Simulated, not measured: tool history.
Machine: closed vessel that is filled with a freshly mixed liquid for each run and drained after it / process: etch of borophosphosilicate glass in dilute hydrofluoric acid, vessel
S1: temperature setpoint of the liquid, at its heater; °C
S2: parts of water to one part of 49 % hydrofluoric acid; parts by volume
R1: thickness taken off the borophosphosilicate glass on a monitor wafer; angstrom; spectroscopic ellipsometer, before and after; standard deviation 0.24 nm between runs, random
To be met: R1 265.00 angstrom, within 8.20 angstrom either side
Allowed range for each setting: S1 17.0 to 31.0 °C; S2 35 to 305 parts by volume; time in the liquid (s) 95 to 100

{"run": 1, "day": 0.0, "S1": 23.0, "S2": 170, "time in the liquid (s)": 95, "R1": 188.24}
{"run": 2, "day": 0.338, "S1": 24.0, "S2": 170, "time in the liquid (s)": 95, "R1": 191.82}
{"run": 3, "day": 0.471, "S1": 24.0, "S2": 170, "time in the liquid (s)": 95, "R1": 190.38}
{"run": 4, "day": 0.608, "S1": 24.5, "S2": 165, "time in the liquid (s)": 95, "R1": 206.07}
{"run": 5, "day": 0.646, "S1": 25.0, "S2": 165, "time in the liquid (s)": 95, "R1": 205.38}
{"run": 6, "day": 0.717, "S1": 25.5, "S2": 165, "time in the liquid (s)": 95, "R1": 212.65}
{"run": 7, "day": 0.967, "S1": 26.0, "S2": 165, "time in the liquid (s)": 95, "R1": 216.21}
{"run": 8, "day": 1.125, "S1": 26.5, "S2": 165, "time in the liquid (s)": 95, "R1": 222.51}
{"run": 9, "day": 1.158, "S1": 27.0, "S2": 165, "time in the liquid (s)": 95, "R1": 222.74}
{"run": 10, "day": 1.425, "S1": 27.5, "S2": 165, "time in the liquid (s)": 95, "R1": 231.42}
{"run": 11, "day": 1.717, "S1": 28.0, "S2": 165, "time in the liquid (s)": 95, "R1": 235.63}
{"run": 12, "day": 2.033, "S1": 28.5, "S2": 165, "time in the liquid (s)": 95, "R1": 235.35}
{"run": 13, "day": 2.221, "S1": 29.0, "S2": 165, "time in the liquid (s)": 95, "R1": 237.84}

Which one of the following 4 next-run settings gets every result inside its allowed miss? There is exactly one.
{"run": "A", "day": 2.408, "S1": 29.0, "S2": 195, "time in the liquid (s)": 95, "R1": "?"}
{"run": "B", "day": 2.408, "S1": 28.5, "S2": 170, "time in the liquid (s)": 95, "R1": "?"}
{"run": "C", "day": 2.408, "S1": 29.5, "S2": 160, "time in the liquid (s)": 100, "R1": "?"}
{"run": "D", "day": 2.408, "S1": 30.5, "S2": 200, "time in the liquid (s)": 95, "R1": "?"}

move=A R1=196.46
move=B R1=228.24
move=C R1=267.95
move=D R1=200.56
A: further off than the last run
B: further off than the last run
C: every result within its allowed miss
D: further off than the last run
Go with C: it meets all targets.
